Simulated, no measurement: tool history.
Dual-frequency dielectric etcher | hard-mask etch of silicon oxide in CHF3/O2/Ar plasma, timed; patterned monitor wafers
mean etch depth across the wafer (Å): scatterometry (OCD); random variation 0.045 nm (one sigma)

run	hour	source power (kW)	bias power (kW)	etch time (s)	mean etch depth across the wafer (Å)
1	0.0	0.460	0.170	11.0	195.10
2	7.8	0.460	0.170	10.5	185.25
3	13.6	0.490	0.170	10.5	191.61
4	18.1	0.570	0.170	10.5	210.99
5	21.1	0.530	0.163	10.5	199.01
6	24.7	0.590	0.163	10.5	210.29
# hour 32.3: bias power generator calibrated
7	32.3	0.550	0.155	10.5	200.70
8	35.1	0.510	0.148	10.5	188.19
9	37.2	0.480	0.143	10.5	179.13
10	40.3	0.450	0.140	10.5	170.86
11	41.0	0.430	0.138	10.5	165.04
12	46.9	0.410	0.137	10.5	160.49
13	49.7	0.400	0.136	10.5	156.21

Forecast run 14:
14	58.6	0.390	0.135	10.5	?

mean etch depth across the wafer (Å): 153.07
